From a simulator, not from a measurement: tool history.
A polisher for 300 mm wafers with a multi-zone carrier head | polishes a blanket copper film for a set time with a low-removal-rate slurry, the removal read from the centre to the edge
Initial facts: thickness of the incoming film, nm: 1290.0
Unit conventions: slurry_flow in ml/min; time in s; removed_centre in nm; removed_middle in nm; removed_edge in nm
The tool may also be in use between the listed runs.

Run 1, hour 0.0: slurry_flow 250 ml/min, centre_zone 1.00, middle_zone 1.00, edge_zone 1.00, slurry_solids 1.00, time 51 s. Result: removed_centre 174.63 nm, removed_middle 179.33 nm, removed_edge 185.86 nm.
Run 2, hour 1.8: slurry_flow 260 ml/min, centre_zone 1.04, middle_zone 1.00, edge_zone 1.03, slurry_solids 1.10, time 52 s. Result: removed_centre 195.37 nm, removed_middle 187.25 nm, removed_edge 199.90 nm.
Run 3, hour 6.1: slurry_flow 260 ml/min, centre_zone 1.04, middle_zone 1.00, edge_zone 1.03, slurry_solids 1.10, time 60 s. Result: removed_centre 224.91 nm, removed_middle 211.69 nm, removed_edge 229.13 nm.
Run 4, hour 9.0: slurry_flow 260 ml/min, centre_zone 1.04, middle_zone 1.00, edge_zone 1.03, slurry_solids 1.10, time 53 s. Result: removed_centre 199.40 nm, removed_middle 196.83 nm, removed_edge 204.68 nm.
Run 5, hour 15.1: slurry_flow 260 ml/min, centre_zone 1.04, middle_zone 1.00, edge_zone 1.00, slurry_solids 1.10, time 53 s. Result: removed_centre 200.46 nm, removed_middle 192.04 nm, removed_edge 201.32 nm.
Run 6, hour 16.0: slurry_flow 270 ml/min, centre_zone 1.07, middle_zone 1.00, edge_zone 1.03, slurry_solids 1.15, time 53 s. Result: removed_centre 205.49 nm, removed_middle 195.54 nm, removed_edge 205.78 nm.

Forecast run 7:
Run 7, hour 18.8: slurry_flow 270 ml/min, centre_zone 1.09, middle_zone 0.99, edge_zone 1.04, slurry_solids 1.25, time 54 s. Result: removed_centre ?, removed_middle ?, removed_edge ?.

Run 7 gave removed_centre 222.51 nm, removed_middle 200.83 nm, removed_edge 215.51 nm.

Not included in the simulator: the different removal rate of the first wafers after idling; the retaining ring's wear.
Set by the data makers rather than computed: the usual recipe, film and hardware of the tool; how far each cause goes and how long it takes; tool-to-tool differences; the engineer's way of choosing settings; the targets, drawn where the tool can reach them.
